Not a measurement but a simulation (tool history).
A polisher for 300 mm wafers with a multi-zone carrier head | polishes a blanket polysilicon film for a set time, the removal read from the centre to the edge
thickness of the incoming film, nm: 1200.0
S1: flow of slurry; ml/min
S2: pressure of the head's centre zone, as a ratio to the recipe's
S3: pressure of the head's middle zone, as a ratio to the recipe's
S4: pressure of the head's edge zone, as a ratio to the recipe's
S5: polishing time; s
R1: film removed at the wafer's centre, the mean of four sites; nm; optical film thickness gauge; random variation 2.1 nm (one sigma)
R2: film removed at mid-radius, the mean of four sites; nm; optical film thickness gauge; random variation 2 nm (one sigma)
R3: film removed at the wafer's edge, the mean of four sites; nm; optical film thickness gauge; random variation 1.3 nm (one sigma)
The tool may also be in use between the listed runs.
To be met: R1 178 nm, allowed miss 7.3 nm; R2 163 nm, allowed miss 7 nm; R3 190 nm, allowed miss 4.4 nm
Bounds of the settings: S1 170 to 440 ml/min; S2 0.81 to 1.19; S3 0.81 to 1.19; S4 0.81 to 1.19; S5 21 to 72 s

| run | hour | S1 | S2 | S3 | S4 | S5 | R1 | R2 | R3 |
|---|---|---|---|---|---|---|---|---|---|
| 1 | 0 | 280 | 1 | 1 | 1 | 46 | 201.18 | 200.4 | 214.01 |
| 2 | 2.9 | 275 | 0.99 | 0.98 | 0.99 | 46 | 200.78 | 204.67 | 211.86 |
| 3 | 10.6 | 275 | 0.99 | 0.98 | 0.99 | 52 | 227.79 | 223.53 | 239.04 |
| 4 | 14.2 | 275 | 1.06 | 0.98 | 0.99 | 52 | 243.44 | 226.35 | 239.5 |
| 5 | 20.6 | 275 | 1.06 | 1.02 | 0.99 | 52 | 241.26 | 232.9 | 240.6 |
| 6 | 23.6 | 275 | 1.05 | 1 | 0.99 | 51 | 238.69 | 224.38 | 237.43 |
|  | 26.5 | edge zone pressure recalibrated |
| 7 | 26.5 | 275 | 1.04 | 0.98 | 0.99 | 50 | 225.1 | 219.62 | 225.45 |
| 8 | 27.2 | 195 | 1.07 | 0.88 | 1.09 | 41 | 183.07 | 158.68 | 186.57 |

Which of these 5 next moves meets every target?
| A | 27.9 | 205 | 1.05 | 0.99 | 1.03 | 42 | ? | ? | ? |
| B | 27.9 | 195 | 1.15 | 0.82 | 1.12 | 41 | ? | ? | ? |
| C | 27.9 | 260 | 1.09 | 0.95 | 1.02 | 40 | ? | ? | ? |
| D | 27.9 | 205 | 1.13 | 0.95 | 1.11 | 39 | ? | ? | ? |
| E | 27.9 | 235 | 1.03 | 0.92 | 1.15 | 40 | ? | ? | ? |

| move | R1 | R2 | R3 |
|---|---|---|---|
| A | 186.91 | 180.47 | 186.45 |
| B | 197.13 | 149.29 | 189.02 |
| C | 191.73 | 171.82 | 181.44 |
| D | 186.31 | 161.79 | 179.81 |
| E | 178.77 | 165.06 | 190.84 |
A: brings the result that was furthest off to its target, and leaves another outside
B: brings the result that was furthest off to its target, and leaves another outside
C: further off than the last run
D: further off than the last run
E: meets every target
The right move is E.

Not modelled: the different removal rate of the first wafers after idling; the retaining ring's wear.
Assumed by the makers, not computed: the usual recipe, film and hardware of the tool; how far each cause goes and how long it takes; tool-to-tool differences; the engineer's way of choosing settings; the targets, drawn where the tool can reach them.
